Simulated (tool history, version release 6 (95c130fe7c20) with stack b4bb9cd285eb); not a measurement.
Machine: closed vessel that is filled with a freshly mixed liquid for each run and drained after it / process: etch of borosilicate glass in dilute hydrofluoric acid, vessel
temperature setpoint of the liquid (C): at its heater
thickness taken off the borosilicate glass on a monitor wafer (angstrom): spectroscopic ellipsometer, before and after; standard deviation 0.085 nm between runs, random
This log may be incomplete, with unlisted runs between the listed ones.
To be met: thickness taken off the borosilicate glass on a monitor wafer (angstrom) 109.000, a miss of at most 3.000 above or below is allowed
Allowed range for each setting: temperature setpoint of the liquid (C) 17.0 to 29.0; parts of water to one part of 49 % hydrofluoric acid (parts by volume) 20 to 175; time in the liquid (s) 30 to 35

run,day,temperature setpoint of the liquid (C),parts of water to one part of 49 % hydrofluoric acid (parts by volume),time in the liquid (s),thickness taken off the borosilicate glass on a monitor wafer (angstrom)
1,0.000,21.0,95,35,66.832
2,0.112,22.5,90,35,75.957
3,0.271,20.0,90,35,68.846
4,0.488,20.0,90,30,58.834
5,0.804,20.0,65,30,84.334
6,1.042,20.0,95,30,56.176
7,1.258,24.0,65,30,99.244
8,1.579,24.5,65,30,101.370
9,1.654,25.0,65,30,104.380

Consider the 5 candidate settings below. Which is the only one whose results all fall within their allowed miss of target?
A,1.729,24.0,65,35,?
B,1.729,25.5,60,30,?
C,1.729,26.5,65,30,?
D,1.729,24.5,65,35,?
E,1.729,26.0,70,35,?

move,thickness taken off the borosilicate glass on a monitor wafer (angstrom)
A,114.940
B,114.170
C,108.950
D,117.300
E,114.920
A: carries the result that was furthest off beyond its target, to the other side
B: carries the result that was furthest off beyond its target, to the other side
C: meets every target
D: carries the result that was furthest off beyond its target, to the other side
E: carries the result that was furthest off beyond its target, to the other side
Move C is the one to make.

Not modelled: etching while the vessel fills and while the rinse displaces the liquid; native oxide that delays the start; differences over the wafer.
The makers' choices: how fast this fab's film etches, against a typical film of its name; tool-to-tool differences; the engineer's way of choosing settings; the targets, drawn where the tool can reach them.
